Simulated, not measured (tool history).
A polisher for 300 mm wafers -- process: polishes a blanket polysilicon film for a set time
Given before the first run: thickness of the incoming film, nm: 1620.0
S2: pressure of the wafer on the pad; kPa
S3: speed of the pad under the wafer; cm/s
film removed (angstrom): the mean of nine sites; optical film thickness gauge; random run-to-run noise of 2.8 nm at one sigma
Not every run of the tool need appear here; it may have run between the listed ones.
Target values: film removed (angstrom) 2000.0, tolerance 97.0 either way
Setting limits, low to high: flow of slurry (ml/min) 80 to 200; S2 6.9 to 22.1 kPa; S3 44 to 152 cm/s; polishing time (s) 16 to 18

run 1 hour=0.0 | flow_of_slurry_(ml/min)=130 S2=14.5 S3=98 polishing_time_(s)=18 | film_removed_(angstrom)=1067.2
run 2 hour=6.0 | flow_of_slurry_(ml/min)=130 S2=15.2 S3=100 polishing_time_(s)=18 | film_removed_(angstrom)=1132.9
run 3 hour=6.9 | flow_of_slurry_(ml/min)=130 S2=15.2 S3=100 polishing_time_(s)=18 | film_removed_(angstrom)=1129.9
run 4 hour=9.4 | flow_of_slurry_(ml/min)=130 S2=15.9 S3=102 polishing_time_(s)=18 | film_removed_(angstrom)=1205.1
run 5 hour=10.4 | flow_of_slurry_(ml/min)=130 S2=15.9 S3=102 polishing_time_(s)=16 | film_removed_(angstrom)=1072.9
run 6 hour=18.1 | flow_of_slurry_(ml/min)=130 S2=16.5 S3=106 polishing_time_(s)=16 | film_removed_(angstrom)=1122.9
run 7 hour=22.4 | flow_of_slurry_(ml/min)=130 S2=17.2 S3=112 polishing_time_(s)=16 | film_removed_(angstrom)=1250.5
run 8 hour=28.6 | flow_of_slurry_(ml/min)=130 S2=17.9 S3=114 polishing_time_(s)=16 | film_removed_(angstrom)=1300.4
run 9 hour=34.5 | flow_of_slurry_(ml/min)=130 S2=18.6 S3=118 polishing_time_(s)=16 | film_removed_(angstrom)=1427.1
run 10 hour=37.9 | flow_of_slurry_(ml/min)=130 S2=19.3 S3=120 polishing_time_(s)=16 | film_removed_(angstrom)=1452.3
run 11 hour=43.6 | flow_of_slurry_(ml/min)=130 S2=19.3 S3=122 polishing_time_(s)=16 | film_removed_(angstrom)=1527.0
run 12 hour=52.3 | flow_of_slurry_(ml/min)=130 S2=19.3 S3=124 polishing_time_(s)=16 | film_removed_(angstrom)=1567.5
run 13 hour=60.2 | flow_of_slurry_(ml/min)=130 S2=19.3 S3=126 polishing_time_(s)=16 | film_removed_(angstrom)=1549.7

Which one of the following 4 next-run settings gets every result inside its allowed miss? There is exactly one.
run A hour=68.1 | flow_of_slurry_(ml/min)=155 S2=15.9 S3=118 polishing_time_(s)=17 | film_removed_(angstrom)=?
run B hour=68.1 | flow_of_slurry_(ml/min)=140 S2=20.0 S3=130 polishing_time_(s)=17 | film_removed_(angstrom)=?
run C hour=68.1 | flow_of_slurry_(ml/min)=120 S2=20.7 S3=138 polishing_time_(s)=18 | film_removed_(angstrom)=?
run D hour=68.1 | flow_of_slurry_(ml/min)=155 S2=19.3 S3=132 polishing_time_(s)=17 | film_removed_(angstrom)=?

move=A film_removed_(angstrom)=1315.8
move=B film_removed_(angstrom)=1771.2
move=C film_removed_(angstrom)=1993.3
move=D film_removed_(angstrom)=1763.2
A: moves away from the targets compared with the last run
B: moves toward the targets from the last run without getting all of them in spec
C: meets every target
D: moves toward the targets from the last run without getting all of them in spec
So the answer is move C, the one that meets all the targets.
